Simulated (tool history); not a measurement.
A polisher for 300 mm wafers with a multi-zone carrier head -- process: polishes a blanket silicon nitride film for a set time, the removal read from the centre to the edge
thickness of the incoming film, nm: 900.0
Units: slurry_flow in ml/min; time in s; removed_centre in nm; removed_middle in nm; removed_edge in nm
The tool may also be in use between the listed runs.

run 1 day=0.000 | slurry_flow=240 centre_zone=1.00 middle_zone=1.00 edge_zone=1.00 time=80 | removed_centre=113.530 removed_middle=116.630 removed_edge=111.210
run 2 day=0.038 | slurry_flow=235 centre_zone=0.97 middle_zone=0.98 edge_zone=0.95 time=73 | removed_centre=100.410 removed_middle=103.890 removed_edge=102.310
run 3 day=0.154 | slurry_flow=240 centre_zone=0.97 middle_zone=1.00 edge_zone=0.93 time=66 | removed_centre=90.166 removed_middle=94.854 removed_edge=90.815
run 4 day=0.467 | slurry_flow=240 centre_zone=0.96 middle_zone=1.00 edge_zone=0.91 time=63 | removed_centre=84.364 removed_middle=91.353 removed_edge=84.578
run 5 day=0.571 | slurry_flow=235 centre_zone=0.95 middle_zone=0.99 edge_zone=0.88 time=62 | removed_centre=83.709 removed_middle=89.089 removed_edge=83.138
run 6 day=0.658 | slurry_flow=230 centre_zone=0.93 middle_zone=0.98 edge_zone=0.86 time=61 | removed_centre=79.550 removed_middle=86.175 removed_edge=79.288
run 7 day=0.750 | slurry_flow=215 centre_zone=0.92 middle_zone=0.97 edge_zone=0.85 time=61 | removed_centre=77.678 removed_middle=85.525 removed_edge=78.026
run 8 day=0.804 | slurry_flow=205 centre_zone=0.92 middle_zone=0.96 edge_zone=0.85 time=61 | removed_centre=77.005 removed_middle=84.740 removed_edge=78.178

What will run 9 give?
run 9 day=1.000 | slurry_flow=195 centre_zone=0.92 middle_zone=0.95 edge_zone=0.84 time=61 | removed_centre=? removed_middle=? removed_edge=?

{"run 9": {"removed_centre": 78.081, "removed_middle": 82.458, "removed_edge": 79.514}}
